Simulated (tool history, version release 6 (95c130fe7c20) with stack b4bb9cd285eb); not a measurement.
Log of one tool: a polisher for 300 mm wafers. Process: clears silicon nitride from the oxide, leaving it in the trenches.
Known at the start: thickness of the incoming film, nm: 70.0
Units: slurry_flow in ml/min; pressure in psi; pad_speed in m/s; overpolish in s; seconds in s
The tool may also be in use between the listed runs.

run 1 hour=0.0 | slurry_flow=310 pressure=1.7 pad_speed=1.02 overpolish=29 | seconds=121.02
run 2 hour=6.4 | slurry_flow=270 pressure=1.7 pad_speed=1.02 overpolish=29 | seconds=122.65
run 3 hour=10.8 | slurry_flow=270 pressure=2.1 pad_speed=1.02 overpolish=29 | seconds=104.73
run 4 hour=11.6 | slurry_flow=260 pressure=1.7 pad_speed=0.84 overpolish=29 | seconds=147.90
-- hour=18.9 slurry nozzle cleaned
run 5 hour=18.9 | slurry_flow=260 pressure=1.7 pad_speed=0.72 overpolish=29 | seconds=165.69
run 6 hour=24.6 | slurry_flow=260 pressure=1.7 pad_speed=0.72 overpolish=31 | seconds=161.29
run 7 hour=26.8 | slurry_flow=255 pressure=1.4 pad_speed=0.64 overpolish=30 | seconds=216.46

Run 8 comes next. What will it give?
run 8 hour=35.1 | slurry_flow=255 pressure=1.3 pad_speed=0.62 overpolish=30 | seconds=?

{"run 8": {"seconds": 246.67}}

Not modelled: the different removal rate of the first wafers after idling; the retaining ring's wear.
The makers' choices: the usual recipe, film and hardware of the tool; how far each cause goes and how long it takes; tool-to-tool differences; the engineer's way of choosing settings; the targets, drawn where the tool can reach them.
